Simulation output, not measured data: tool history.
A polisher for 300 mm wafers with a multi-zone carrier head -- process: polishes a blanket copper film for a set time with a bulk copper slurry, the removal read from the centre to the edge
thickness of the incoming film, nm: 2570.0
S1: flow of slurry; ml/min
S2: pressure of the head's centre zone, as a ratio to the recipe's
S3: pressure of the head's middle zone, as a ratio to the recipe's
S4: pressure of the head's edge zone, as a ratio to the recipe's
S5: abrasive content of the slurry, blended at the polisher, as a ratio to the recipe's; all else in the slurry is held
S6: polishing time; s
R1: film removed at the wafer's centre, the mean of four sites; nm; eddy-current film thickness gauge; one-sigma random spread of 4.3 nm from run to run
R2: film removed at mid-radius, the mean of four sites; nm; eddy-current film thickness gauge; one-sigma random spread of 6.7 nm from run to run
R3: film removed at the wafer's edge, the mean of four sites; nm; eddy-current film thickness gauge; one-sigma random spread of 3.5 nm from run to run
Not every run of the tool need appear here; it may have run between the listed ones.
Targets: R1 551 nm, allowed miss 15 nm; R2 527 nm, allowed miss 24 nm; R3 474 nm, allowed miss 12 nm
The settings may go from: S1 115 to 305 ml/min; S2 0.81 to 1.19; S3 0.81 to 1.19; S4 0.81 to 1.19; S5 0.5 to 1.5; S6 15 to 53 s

Run 1, day 0: S1 195 ml/min, S2 1, S3 1, S4 1, S5 1, S6 34 s. Result: R1 346.78 nm, R2 343.07 nm, R3 344.4 nm.
Run 2, day 0.317: S1 210 ml/min, S2 1.04, S3 1.04, S4 1.03, S5 1.1, S6 35 s. Result: R1 384.47 nm, R2 383.4 nm, R3 366.72 nm.
Run 3, day 0.667: S1 220 ml/min, S2 1.07, S3 1.05, S4 1.06, S5 1.2, S6 36 s. Result: R1 424.33 nm, R2 409.41 nm, R3 403.72 nm.
Run 4, day 0.854: S1 220 ml/min, S2 1.07, S3 1.05, S4 1.06, S5 1.2, S6 29 s. Result: R1 335.56 nm, R2 322.02 nm, R3 317.45 nm.
Run 5, day 0.929: S1 235 ml/min, S2 1.1, S3 1.08, S4 1.07, S5 1.25, S6 31 s. Result: R1 375.08 nm, R2 359.41 nm, R3 344.94 nm.
Run 6, day 1: S1 245 ml/min, S2 1.12, S3 1.1, S4 1.08, S5 1.3, S6 33 s. Result: R1 411.89 nm, R2 399.85 nm, R3 374.22 nm.
Run 7, day 1.108: S1 250 ml/min, S2 1.14, S3 1.11, S4 1.09, S5 1.35, S6 34 s. Result: R1 432.08 nm, R2 415.29 nm, R3 392.28 nm.
Run 8, day 1.171: S1 260 ml/min, S2 1.15, S3 1.12, S4 1.08, S5 1.4, S6 35 s. Result: R1 459.75 nm, R2 448.61 nm, R3 409.11 nm.
Run 9, day 1.525: S1 265 ml/min, S2 1.16, S3 1.12, S4 1.08, S5 1.4, S6 36 s. Result: R1 484.7 nm, R2 452.36 nm, R3 421.31 nm.
Run 10, day 1.717: S1 270 ml/min, S2 1.17, S3 1.13, S4 1.09, S5 1.4, S6 37 s. Result: R1 499.21 nm, R2 462.64 nm, R3 434.45 nm.

Below are 5 possible settings for the next run. Only one of them brings all results inside the allowed miss of their targets. Which is it?
Run A, day 1.908: S1 235 ml/min, S2 0.97, S3 1.14, S4 1.19, S5 1.3, S6 42 s. Result: R1 ?, R2 ?, R3 ?.
Run B, day 1.908: S1 295 ml/min, S2 1.16, S3 1.15, S4 1.06, S5 1.5, S6 40 s. Result: R1 ?, R2 ?, R3 ?.
Run C, day 1.908: S1 275 ml/min, S2 1.13, S3 1.19, S4 0.97, S5 1.25, S6 44 s. Result: R1 ?, R2 ?, R3 ?.
Run D, day 1.908: S1 260 ml/min, S2 1.09, S3 1.19, S4 1.06, S5 1.5, S6 38 s. Result: R1 ?, R2 ?, R3 ?.
Run E, day 1.908: S1 295 ml/min, S2 1.19, S3 1.17, S4 0.99, S5 1.4, S6 40 s. Result: R1 ?, R2 ?, R3 ?.

move      R1      R2      R3
   A     452  526.78  501.09
   B  547.03  534.83  473.92
   C  555.41  574.61  473.78
   D   482.4  517.83  446.29
   E  551.39  533.18  450.11
A: lands further from the targets than the last run did
B: hits every target within its allowed miss
C: meets the target for the result that was furthest off, but another lies outside its allowed miss
D: lands further from the targets than the last run did
E: meets the target for the result that was furthest off, but another lies outside its allowed miss
Answer: B

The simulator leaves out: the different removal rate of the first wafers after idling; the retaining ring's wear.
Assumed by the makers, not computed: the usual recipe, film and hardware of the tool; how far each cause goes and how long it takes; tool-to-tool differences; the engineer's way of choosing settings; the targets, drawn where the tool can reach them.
